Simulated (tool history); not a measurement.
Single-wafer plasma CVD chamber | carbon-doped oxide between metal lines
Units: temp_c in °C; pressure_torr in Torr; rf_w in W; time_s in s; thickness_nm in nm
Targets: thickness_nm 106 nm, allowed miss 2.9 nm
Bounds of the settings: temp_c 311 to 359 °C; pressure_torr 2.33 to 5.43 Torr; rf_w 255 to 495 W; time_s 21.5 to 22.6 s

run 1 day=0 | temp_c=335 pressure_torr=3.88 rf_w=375 time_s=22.6 | thickness_nm=92.083
run 2 day=0.129 | temp_c=343 pressure_torr=3.88 rf_w=375 time_s=22.6 | thickness_nm=89.001
run 3 day=0.433 | temp_c=343 pressure_torr=3.64 rf_w=375 time_s=22.6 | thickness_nm=88.8
run 4 day=0.792 | temp_c=333 pressure_torr=3.64 rf_w=375 time_s=22.6 | thickness_nm=91.782
run 5 day=0.85 | temp_c=332 pressure_torr=3.72 rf_w=385 time_s=22.6 | thickness_nm=94.95
run 6 day=1.012 | temp_c=332 pressure_torr=4.09 rf_w=385 time_s=22.6 | thickness_nm=96.445
-- day=1.15 thermocouple changed; heater temperature recalibrated
run 7 day=1.15 | temp_c=331 pressure_torr=4.17 rf_w=390 time_s=22.6 | thickness_nm=96.184
run 8 day=1.4 | temp_c=330 pressure_torr=4.19 rf_w=395 time_s=22.6 | thickness_nm=97.996
run 9 day=1.692 | temp_c=329 pressure_torr=4.22 rf_w=400 time_s=22.6 | thickness_nm=100.66
run 10 day=1.812 | temp_c=328 pressure_torr=4.25 rf_w=400 time_s=22.6 | thickness_nm=100.29
run 11 day=2.108 | temp_c=327 pressure_torr=4.28 rf_w=405 time_s=22.6 | thickness_nm=102.17
run 12 day=2.333 | temp_c=326 pressure_torr=4.3 rf_w=405 time_s=22.6 | thickness_nm=102.99

Which of these 5 next moves meets every target?
run A day=2.558 | temp_c=315 pressure_torr=4.22 rf_w=370 time_s=22.6 | thickness_nm=?
run B day=2.558 | temp_c=321 pressure_torr=4.19 rf_w=380 time_s=22.6 | thickness_nm=?
run C day=2.558 | temp_c=327 pressure_torr=4.39 rf_w=395 time_s=22 | thickness_nm=?
run D day=2.558 | temp_c=325 pressure_torr=4.1 rf_w=390 time_s=22 | thickness_nm=?
run E day=2.558 | temp_c=328 pressure_torr=3.71 rf_w=445 time_s=22.3 | thickness_nm=?

move=A thickness_nm=98.9
move=B thickness_nm=98.547
move=C thickness_nm=97.706
move=D thickness_nm=96.326
move=E thickness_nm=106.91
A: further off than the last run
B: further off than the last run
C: further off than the last run
D: further off than the last run
E: meets every target
Move E is the one to make.
